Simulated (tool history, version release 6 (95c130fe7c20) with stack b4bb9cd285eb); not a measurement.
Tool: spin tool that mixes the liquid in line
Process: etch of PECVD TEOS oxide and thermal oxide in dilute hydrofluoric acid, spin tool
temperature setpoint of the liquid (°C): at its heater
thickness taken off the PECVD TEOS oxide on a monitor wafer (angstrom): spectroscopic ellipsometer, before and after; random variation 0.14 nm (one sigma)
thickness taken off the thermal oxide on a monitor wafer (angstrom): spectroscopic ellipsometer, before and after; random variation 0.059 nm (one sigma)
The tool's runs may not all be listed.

run  hour  temperature setpoint of the liquid (°C)  parts of water to one part of 49 % hydrofluoric acid (parts by volume)  time under the liquid (s)  thickness taken off the PECVD TEOS oxide on a monitor wafer (angstrom)  thickness taken off the thermal oxide on a monitor wafer (angstrom)
  1   0.0                                     25.0                                                                     150                         70                                                                  124.41                                                               24.873
  2   7.3                                     25.0                                                                     110                         70                                                                  177.46                                                               34.727
  3  11.8                                     26.5                                                                     110                         70                                                                  188.68                                                               37.823
  4  12.8                                     27.5                                                                     105                         70                                                                  207.15                                                               41.603
  5  19.1                                     27.5                                                                     145                         70                                                                  142.05                                                               28.066
  6  25.1                                     28.5                                                                     135                         70                                                                  162.37                                                               31.474

Forecast run 7:
  7  32.1                                     32.0                                                                      85                         70                                                                       ?                                                                    ?

thickness taken off the PECVD TEOS oxide on a monitor wafer (angstrom): 309.17
thickness taken off the thermal oxide on a monitor wafer (angstrom): 62.930
